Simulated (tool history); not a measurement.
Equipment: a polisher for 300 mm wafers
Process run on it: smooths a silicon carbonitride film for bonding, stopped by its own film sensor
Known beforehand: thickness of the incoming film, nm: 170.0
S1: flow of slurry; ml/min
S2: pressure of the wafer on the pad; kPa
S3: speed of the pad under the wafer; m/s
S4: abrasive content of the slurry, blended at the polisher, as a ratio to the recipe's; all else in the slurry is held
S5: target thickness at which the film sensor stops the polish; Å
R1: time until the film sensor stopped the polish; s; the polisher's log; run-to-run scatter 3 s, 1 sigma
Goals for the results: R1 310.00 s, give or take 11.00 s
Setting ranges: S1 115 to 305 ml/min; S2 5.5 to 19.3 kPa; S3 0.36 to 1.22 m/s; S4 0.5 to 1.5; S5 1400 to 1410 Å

run,hour,S1,S2,S3,S4,S5,R1
1,0.0,195,12.4,0.78,1.0,1410,212.76
2,2.2,195,11.0,0.78,1.0,1410,239.71
3,9.4,195,11.0,0.78,1.0,1410,239.64
4,14.0,195,11.0,0.78,1.0,1410,238.86
5,20.9,195,10.3,0.78,1.0,1410,256.69
6,23.0,195,10.3,0.78,1.1,1410,250.05
7,27.3,195,9.7,0.78,1.1,1410,265.06
8,31.9,195,9.0,0.78,1.1,1410,278.19

Exercise: of the 5 proposed moves below, exactly one satisfies all targets within the stated allowed misses. Which move is it?
A,36.5,185,6.9,0.94,1.2,1400,?
B,36.5,255,6.2,0.96,1.5,1410,?
C,36.5,200,8.3,0.72,1.1,1400,?
D,36.5,220,7.6,0.78,1.4,1410,?
E,36.5,120,11.0,0.60,1.4,1410,?

move,R1
A,312.22
B,287.71
C,333.48
D,293.40
E,283.23
A: meets every target
B: nearer the targets than the last run, but a result is still out of spec
C: the result that was furthest off in the last run now lies on the other side of its target
D: nearer the targets than the last run, but a result is still out of spec
E: nearer the targets than the last run, but a result is still out of spec
Correct choice: A, which meets every target

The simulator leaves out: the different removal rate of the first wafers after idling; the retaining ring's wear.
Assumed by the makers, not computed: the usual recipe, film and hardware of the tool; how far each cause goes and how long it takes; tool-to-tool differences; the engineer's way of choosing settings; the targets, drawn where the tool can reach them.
